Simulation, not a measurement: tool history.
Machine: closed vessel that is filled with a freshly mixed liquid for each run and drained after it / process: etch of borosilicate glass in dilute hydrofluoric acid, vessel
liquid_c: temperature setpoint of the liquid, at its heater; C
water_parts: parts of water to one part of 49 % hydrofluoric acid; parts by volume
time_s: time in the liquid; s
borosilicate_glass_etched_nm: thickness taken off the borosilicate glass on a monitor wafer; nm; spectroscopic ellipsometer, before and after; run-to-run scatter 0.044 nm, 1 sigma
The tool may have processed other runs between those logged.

Run 1, hour 0: liquid_c 23 C, water_parts 135 parts by volume, time_s 30 s. Result: borosilicate_glass_etched_nm 4.8471 nm.
Run 2, hour 6: liquid_c 23 C, water_parts 110 parts by volume, time_s 30 s. Result: borosilicate_glass_etched_nm 6.0656 nm.
Run 3, hour 12.4: liquid_c 25 C, water_parts 100 parts by volume, time_s 30 s. Result: borosilicate_glass_etched_nm 7.3807 nm.
Run 4, hour 20.1: liquid_c 26.5 C, water_parts 100 parts by volume, time_s 30 s. Result: borosilicate_glass_etched_nm 7.7728 nm.
Run 5, hour 25.9: liquid_c 26.5 C, water_parts 120 parts by volume, time_s 30 s. Result: borosilicate_glass_etched_nm 6.3234 nm.
Run 6, hour 28: liquid_c 27.5 C, water_parts 110 parts by volume, time_s 30 s. Result: borosilicate_glass_etched_nm 7.2097 nm.
Run 7, hour 31.8: liquid_c 28.5 C, water_parts 100 parts by volume, time_s 30 s. Result: borosilicate_glass_etched_nm 8.3821 nm.
Run 8, hour 35.9: liquid_c 29 C, water_parts 95 parts by volume, time_s 30 s. Result: borosilicate_glass_etched_nm 9.0669 nm.

Run 9 is up next; what results do you expect?
Run 9, hour 38.6: liquid_c 29 C, water_parts 95 parts by volume, time_s 30 s. Result: borosilicate_glass_etched_nm ?.

{"run 9": {"borosilicate_glass_etched_nm": 9.11}}

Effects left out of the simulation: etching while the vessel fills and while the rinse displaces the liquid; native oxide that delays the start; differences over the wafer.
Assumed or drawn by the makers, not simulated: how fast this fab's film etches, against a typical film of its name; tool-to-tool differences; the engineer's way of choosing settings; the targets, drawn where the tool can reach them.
